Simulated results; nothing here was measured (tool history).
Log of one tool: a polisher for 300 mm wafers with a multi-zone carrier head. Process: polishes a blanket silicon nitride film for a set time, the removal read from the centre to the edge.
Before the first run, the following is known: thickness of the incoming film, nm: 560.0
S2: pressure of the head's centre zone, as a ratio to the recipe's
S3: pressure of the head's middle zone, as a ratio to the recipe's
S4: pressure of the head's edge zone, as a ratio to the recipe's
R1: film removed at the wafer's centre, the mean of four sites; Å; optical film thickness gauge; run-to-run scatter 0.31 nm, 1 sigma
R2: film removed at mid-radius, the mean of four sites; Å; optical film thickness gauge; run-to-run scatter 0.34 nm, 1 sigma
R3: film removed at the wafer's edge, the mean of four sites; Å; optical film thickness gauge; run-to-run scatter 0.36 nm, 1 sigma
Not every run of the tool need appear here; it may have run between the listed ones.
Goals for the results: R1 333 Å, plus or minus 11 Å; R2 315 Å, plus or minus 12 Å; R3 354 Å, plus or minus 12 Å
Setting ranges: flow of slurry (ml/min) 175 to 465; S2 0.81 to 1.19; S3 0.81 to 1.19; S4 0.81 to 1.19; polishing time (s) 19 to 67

run 1 day=0 | flow_of_slurry_(ml/min)=295 S2=1 S3=1 S4=1 polishing_time_(s)=43 | R1=514.86 R2=511.26 R3=523.71
run 2 day=0.192 | flow_of_slurry_(ml/min)=290 S2=0.98 S3=0.97 S4=0.98 polishing_time_(s)=40 | R1=469.01 R2=468.68 R3=479.83
run 3 day=0.379 | flow_of_slurry_(ml/min)=220 S2=0.98 S3=0.97 S4=0.98 polishing_time_(s)=40 | R1=458.78 R2=458.07 R3=476.11
run 4 day=0.692 | flow_of_slurry_(ml/min)=220 S2=0.97 S3=0.94 S4=0.97 polishing_time_(s)=37 | R1=418.04 R2=404.47 R3=433.98
run 5 day=1.054 | flow_of_slurry_(ml/min)=220 S2=0.95 S3=0.92 S4=0.95 polishing_time_(s)=36 | R1=398.29 R2=389.99 R3=427.84
run 6 day=1.308 | flow_of_slurry_(ml/min)=220 S2=0.95 S3=0.96 S4=0.95 polishing_time_(s)=36 | R1=399.81 R2=396.31 R3=424.2
run 7 day=1.362 | flow_of_slurry_(ml/min)=220 S2=0.95 S3=0.95 S4=0.94 polishing_time_(s)=35 | R1=390.17 R2=388.98 R3=415.9
run 8 day=1.675 | flow_of_slurry_(ml/min)=220 S2=0.95 S3=0.94 S4=0.93 polishing_time_(s)=34 | R1=378.38 R2=368.38 R3=396.76
run 9 day=1.742 | flow_of_slurry_(ml/min)=220 S2=0.94 S3=0.93 S4=0.91 polishing_time_(s)=33 | R1=367.23 R2=359.56 R3=381.58
run 10 day=1.888 | flow_of_slurry_(ml/min)=215 S2=0.93 S3=0.91 S4=0.9 polishing_time_(s)=33 | R1=363.25 R2=356.99 R3=375.63
run 11 day=2.067 | flow_of_slurry_(ml/min)=210 S2=0.93 S3=0.89 S4=0.9 polishing_time_(s)=32 | R1=349.4 R2=341.33 R3=368.66
run 12 day=2.325 | flow_of_slurry_(ml/min)=205 S2=0.93 S3=0.87 S4=0.9 polishing_time_(s)=32 | R1=348.42 R2=329.28 R3=367.79

Of the 5 settings listed for the next run, only one would bring every result within its allowed miss of target. Which one?
run A day=2.583 | flow_of_slurry_(ml/min)=225 S2=0.88 S3=0.95 S4=0.86 polishing_time_(s)=31 | R1=? R2=? R3=?
run B day=2.583 | flow_of_slurry_(ml/min)=185 S2=0.86 S3=0.95 S4=0.98 polishing_time_(s)=32 | R1=? R2=? R3=?
run C day=2.583 | flow_of_slurry_(ml/min)=175 S2=0.94 S3=0.88 S4=0.91 polishing_time_(s)=31 | R1=? R2=? R3=?
run D day=2.583 | flow_of_slurry_(ml/min)=180 S2=0.9 S3=0.81 S4=1.04 polishing_time_(s)=32 | R1=? R2=? R3=?
run E day=2.583 | flow_of_slurry_(ml/min)=230 S2=0.96 S3=0.89 S4=1.01 polishing_time_(s)=31 | R1=? R2=? R3=?

move=A R1=327.88 R2=344.67 R3=355.05
move=B R1=325.05 R2=348.28 R3=383.28
move=C R1=333.6 R2=314.47 R3=357.23
move=D R1=334.52 R2=304.26 R3=394.31
move=E R1=350.4 R2=327 R3=383.68
A: meets the target for the result that was furthest off, but another lies outside its allowed miss
B: meets the target for the result that was furthest off, but another lies outside its allowed miss
C: in spec on every target
D: meets the target for the result that was furthest off, but another lies outside its allowed miss
E: the biggest miss grows against the last run
The move that meets every target is C.
